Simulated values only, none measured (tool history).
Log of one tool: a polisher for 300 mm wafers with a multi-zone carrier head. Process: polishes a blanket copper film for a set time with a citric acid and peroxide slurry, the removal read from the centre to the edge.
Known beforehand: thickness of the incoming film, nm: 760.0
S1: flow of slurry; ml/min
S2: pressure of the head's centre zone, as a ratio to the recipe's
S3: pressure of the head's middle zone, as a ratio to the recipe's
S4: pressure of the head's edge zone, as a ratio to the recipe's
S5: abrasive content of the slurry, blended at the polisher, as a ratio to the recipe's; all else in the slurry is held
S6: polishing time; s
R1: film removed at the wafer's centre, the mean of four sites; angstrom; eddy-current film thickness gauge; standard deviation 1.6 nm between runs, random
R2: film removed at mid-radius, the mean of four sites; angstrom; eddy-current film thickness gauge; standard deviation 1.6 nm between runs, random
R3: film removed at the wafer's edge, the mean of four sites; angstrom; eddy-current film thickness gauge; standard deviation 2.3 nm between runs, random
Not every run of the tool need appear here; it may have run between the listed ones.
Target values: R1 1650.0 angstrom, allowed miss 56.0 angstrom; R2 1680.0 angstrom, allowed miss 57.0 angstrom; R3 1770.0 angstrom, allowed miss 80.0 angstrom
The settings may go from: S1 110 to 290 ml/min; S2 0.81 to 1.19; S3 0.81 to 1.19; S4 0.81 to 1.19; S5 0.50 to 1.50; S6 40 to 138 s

Run 1, hour 0.0: S1 185 ml/min, S2 1.00, S3 1.00, S4 1.00, S5 1.00, S6 88 s. Result: R1 2435.3 angstrom, R2 2447.3 angstrom, R3 2478.2 angstrom.
Run 2, hour 6.2: S1 210 ml/min, S2 1.00, S3 1.00, S4 1.00, S5 1.00, S6 88 s. Result: R1 2456.9 angstrom, R2 2453.3 angstrom, R3 2520.0 angstrom.
Run 3, hour 10.7: S1 205 ml/min, S2 0.98, S3 0.97, S4 0.97, S5 0.90, S6 85 s. Result: R1 2301.9 angstrom, R2 2317.7 angstrom, R3 2350.6 angstrom.
Run 4, hour 18.6: S1 200 ml/min, S2 0.96, S3 0.94, S4 0.97, S5 0.80, S6 81 s. Result: R1 2079.0 angstrom, R2 2092.4 angstrom, R3 2242.1 angstrom.
Run 5, hour 23.4: S1 200 ml/min, S2 0.96, S3 0.94, S4 0.90, S5 0.80, S6 81 s. Result: R1 2101.5 angstrom, R2 2091.1 angstrom, R3 2158.9 angstrom.
Run 6, hour 27.7: S1 195 ml/min, S2 0.95, S3 0.93, S4 0.89, S5 0.75, S6 79 s. Result: R1 1975.5 angstrom, R2 2030.8 angstrom, R3 2020.9 angstrom.
Run 7, hour 28.9: S1 185 ml/min, S2 0.94, S3 0.91, S4 0.88, S5 0.70, S6 78 s. Result: R1 1905.3 angstrom, R2 1894.9 angstrom, R3 1939.0 angstrom.
Run 8, hour 29.8: S1 175 ml/min, S2 0.92, S3 0.90, S4 0.88, S5 0.70, S6 78 s. Result: R1 1844.6 angstrom, R2 1851.3 angstrom, R3 1966.2 angstrom.
Run 9, hour 31.3: S1 160 ml/min, S2 0.90, S3 0.90, S4 0.83, S5 0.50, S6 74 s. Result: R1 1620.7 angstrom, R2 1676.3 angstrom, R3 1694.9 angstrom.
Run 10, hour 38.5: S1 160 ml/min, S2 0.90, S3 0.90, S4 0.83, S5 0.50, S6 74 s. Result: R1 1578.8 angstrom, R2 1656.6 angstrom, R3 1654.1 angstrom.

Below are 5 possible settings for the next run. Only one of them brings all results inside the allowed miss of their targets. Which is it?
Run A, hour 45.7: S1 195 ml/min, S2 0.84, S3 0.86, S4 0.88, S5 0.60, S6 70 s. Result: R1 ?, R2 ?, R3 ?.
Run B, hour 45.7: S1 165 ml/min, S2 0.89, S3 0.95, S4 0.81, S5 0.50, S6 71 s. Result: R1 ?, R2 ?, R3 ?.
Run C, hour 45.7: S1 175 ml/min, S2 0.81, S3 0.86, S4 0.81, S5 0.50, S6 76 s. Result: R1 ?, R2 ?, R3 ?.
Run D, hour 45.7: S1 190 ml/min, S2 0.81, S3 0.83, S4 0.93, S5 0.50, S6 75 s. Result: R1 ?, R2 ?, R3 ?.
Run E, hour 45.7: S1 135 ml/min, S2 0.90, S3 0.87, S4 0.83, S5 0.60, S6 77 s. Result: R1 ?, R2 ?, R3 ?.

move      R1      R2      R3
   A  1508.7  1620.6  1713.3
   B  1532.7  1665.1  1598.2
   C  1509.8  1686.5  1726.4
   D  1513.8  1649.2  1833.0
   E  1636.8  1667.1  1739.5
A: corrects the largest miss of the last run, while another result sits out of spec
B: further off than the last run
C: corrects the largest miss of the last run, while another result sits out of spec
D: corrects the largest miss of the last run, while another result sits out of spec
E: all results land within tolerance of their targets
So the answer is move E, the one that meets all the targets.

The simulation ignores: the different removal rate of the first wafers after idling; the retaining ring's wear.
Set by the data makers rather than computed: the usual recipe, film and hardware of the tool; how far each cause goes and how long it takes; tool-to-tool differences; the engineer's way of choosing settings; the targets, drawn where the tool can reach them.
